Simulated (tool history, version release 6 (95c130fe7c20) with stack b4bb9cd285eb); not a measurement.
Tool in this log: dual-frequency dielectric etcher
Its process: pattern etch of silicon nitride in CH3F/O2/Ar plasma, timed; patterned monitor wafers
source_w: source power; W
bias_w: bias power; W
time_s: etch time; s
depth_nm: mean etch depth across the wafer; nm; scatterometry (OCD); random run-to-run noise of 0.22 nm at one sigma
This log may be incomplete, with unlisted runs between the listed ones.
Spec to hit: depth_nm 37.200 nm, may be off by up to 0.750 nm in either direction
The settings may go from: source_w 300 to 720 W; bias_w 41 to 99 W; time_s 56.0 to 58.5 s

run  hour  source_w  bias_w  time_s  depth_nm
  1   0.0       510      70    56.0    42.983
  2   4.4       460      68    56.0    39.632
  3   6.2       440      68    56.0    39.372
  4   8.3       440      75    56.0    40.769
  5  15.2       440      75    58.5    42.416
  6  22.2       440      75    58.5    42.297
  7  29.3       410      74    58.5    40.580
  8  33.4       320      72    58.5    34.276
  9  34.2       340      72    58.5    36.360

Exercise: of the 5 proposed moves below, exactly one satisfies all targets within the stated allowed misses. Which move is it?
  A  35.0       330      75    57.0         ?
  B  35.0       340      71    57.5         ?
  C  35.0       340      75    57.5         ?
  D  35.0       320      72    58.5         ?
  E  35.0       370      72    58.0         ?

move  depth_nm
   A    34.823
   B    35.164
   C    35.783
   D    34.597
   E    37.481
A: moves away from the targets compared with the last run
B: moves away from the targets compared with the last run
C: moves away from the targets compared with the last run
D: moves away from the targets compared with the last run
E: in spec on every target
E is the move that brings every result within its allowed miss.

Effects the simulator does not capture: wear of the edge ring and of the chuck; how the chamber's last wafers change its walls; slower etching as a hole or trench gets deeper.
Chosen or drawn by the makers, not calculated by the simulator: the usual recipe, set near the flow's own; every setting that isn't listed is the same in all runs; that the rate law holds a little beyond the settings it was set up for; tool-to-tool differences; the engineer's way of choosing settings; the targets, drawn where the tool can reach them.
